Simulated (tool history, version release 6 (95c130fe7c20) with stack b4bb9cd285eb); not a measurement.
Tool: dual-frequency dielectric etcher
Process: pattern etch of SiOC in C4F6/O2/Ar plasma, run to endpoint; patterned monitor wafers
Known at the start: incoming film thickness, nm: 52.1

Run 1, hour 0.0: bias power (W) 563, source power (W) 420. Result: endpoint time (s) 15.700.
Run 2, hour 4.1: bias power (W) 652, source power (W) 420. Result: endpoint time (s) 14.927.
Run 3, hour 8.4: bias power (W) 579, source power (W) 390. Result: endpoint time (s) 16.296.
Run 4, hour 11.8: bias power (W) 527, source power (W) 380. Result: endpoint time (s) 17.262.
Run 5, hour 12.5: bias power (W) 527, source power (W) 340. Result: endpoint time (s) 18.369.
Run 6, hour 16.2: bias power (W) 527, source power (W) 290. Result: endpoint time (s) 20.145.
Run 7, hour 23.7: bias power (W) 539, source power (W) 290. Result: endpoint time (s) 20.208.

Forecast run 8:
Run 8, hour 30.9: bias power (W) 553, source power (W) 290. Result: endpoint time (s) ?.

endpoint time (s): 19.804
